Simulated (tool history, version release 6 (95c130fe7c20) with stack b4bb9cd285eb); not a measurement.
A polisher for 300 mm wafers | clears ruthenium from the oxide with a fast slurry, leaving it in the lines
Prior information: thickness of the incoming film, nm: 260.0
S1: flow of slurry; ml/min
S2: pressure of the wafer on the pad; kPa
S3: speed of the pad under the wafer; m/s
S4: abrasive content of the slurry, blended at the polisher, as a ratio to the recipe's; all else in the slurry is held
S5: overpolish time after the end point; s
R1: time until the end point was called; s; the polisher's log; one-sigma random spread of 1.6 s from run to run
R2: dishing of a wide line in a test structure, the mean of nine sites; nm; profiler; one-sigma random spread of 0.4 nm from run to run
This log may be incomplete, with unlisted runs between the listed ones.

{"run": 1, "hour": 0.0, "S1": 255, "S2": 16.5, "S3": 0.84, "S4": 1.0, "S5": 22, "R1": 91.817, "R2": 44.439}
{"run": 2, "hour": 6.2, "S1": 255, "S2": 16.5, "S3": 0.98, "S4": 1.0, "S5": 22, "R1": 80.933, "R2": 50.269}
{"run": 3, "hour": 8.3, "S1": 255, "S2": 15.2, "S3": 0.96, "S4": 1.0, "S5": 21, "R1": 86.895, "R2": 44.551}
{"run": 4, "hour": 12.6, "S1": 255, "S2": 15.2, "S3": 0.96, "S4": 1.0, "S5": 25, "R1": 87.879, "R2": 50.348}
{"run": 5, "hour": 16.1, "S1": 275, "S2": 15.2, "S3": 0.96, "S4": 1.0, "S5": 25, "R1": 89.303, "R2": 51.434}
{"run": 6, "hour": 20.0, "S1": 275, "S2": 13.8, "S3": 0.92, "S4": 1.0, "S5": 24, "R1": 99.732, "R2": 43.845}
{"run": 7, "hour": 20.8, "S1": 275, "S2": 12.4, "S3": 0.9, "S4": 1.0, "S5": 23, "R1": 112.93, "R2": 38.138}
{"run": 8, "hour": 25.8, "S1": 275, "S2": 11.7, "S3": 0.88, "S4": 1.0, "S5": 22, "R1": 121.15, "R2": 34.468}
{"run": 9, "hour": 30.0, "S1": 275, "S2": 11.0, "S3": 0.88, "S4": 1.0, "S5": 21, "R1": 128.75, "R2": 31.255}
{"run": 10, "hour": 33.3, "S1": 275, "S2": 11.0, "S3": 0.88, "S4": 1.0, "S5": 21, "R1": 128.92, "R2": 32.052}
{"run": 11, "hour": 35.4, "S1": 275, "S2": 10.3, "S3": 0.88, "S4": 1.0, "S5": 20, "R1": 136.24, "R2": 28.927}
{"run": 12, "hour": 41.3, "S1": 275, "S2": 9.7, "S3": 0.88, "S4": 1.0, "S5": 20, "R1": 147.07, "R2": 27.583}

Estimate the outcome of run 13 from the log above:
{"run": 13, "hour": 48.2, "S1": 270, "S2": 9.7, "S3": 0.88, "S4": 1.0, "S5": 19, "R1": "?", "R2": "?"}

Run 13 measured R1 145.440 s, R2 25.920 nm.

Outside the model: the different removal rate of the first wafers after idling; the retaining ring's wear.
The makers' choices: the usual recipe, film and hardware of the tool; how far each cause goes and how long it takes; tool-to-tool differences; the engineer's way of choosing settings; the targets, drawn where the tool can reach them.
